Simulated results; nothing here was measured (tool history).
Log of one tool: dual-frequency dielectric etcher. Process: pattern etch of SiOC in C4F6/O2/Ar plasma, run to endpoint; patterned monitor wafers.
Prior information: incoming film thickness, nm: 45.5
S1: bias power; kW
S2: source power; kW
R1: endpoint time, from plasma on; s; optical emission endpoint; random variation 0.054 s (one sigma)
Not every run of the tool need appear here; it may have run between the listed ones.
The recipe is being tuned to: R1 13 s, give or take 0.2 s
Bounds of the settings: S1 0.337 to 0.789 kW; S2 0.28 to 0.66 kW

| run | hour | S1 | S2 | R1 |
|---|---|---|---|---|
| 1 | 0 | 0.563 | 0.47 | 14.917 |
| 2 | 3.1 | 0.563 | 0.39 | 16.707 |
| 3 | 5.8 | 0.563 | 0.47 | 14.908 |
| 4 | 11 | 0.563 | 0.53 | 13.852 |
| 5 | 18.2 | 0.581 | 0.53 | 13.62 |
|  | 26 | bias power generator calibrated |
| 6 | 26 | 0.581 | 0.49 | 14.203 |
| 7 | 29.8 | 0.598 | 0.49 | 14.136 |
| 8 | 32.6 | 0.618 | 0.49 | 13.887 |
| 9 | 34.7 | 0.633 | 0.49 | 13.89 |
| 10 | 39.1 | 0.652 | 0.49 | 13.638 |

Consider the 4 candidate settings below. Which is the only one whose results all fall within their allowed miss of target?
| A | 43.5 | 0.656 | 0.53 | ? |
| B | 43.5 | 0.646 | 0.5 | ? |
| C | 43.5 | 0.703 | 0.48 | ? |
| D | 43.5 | 0.621 | 0.51 | ? |

| move | R1 |
|---|---|
| A | 13.167 |
| B | 13.67 |
| C | 13.612 |
| D | 13.69 |
A: all results land within tolerance of their targets
B: lands further from the targets than the last run did
C: about the same distance from the targets as the last run
D: lands further from the targets than the last run did
The move that meets every target is A.
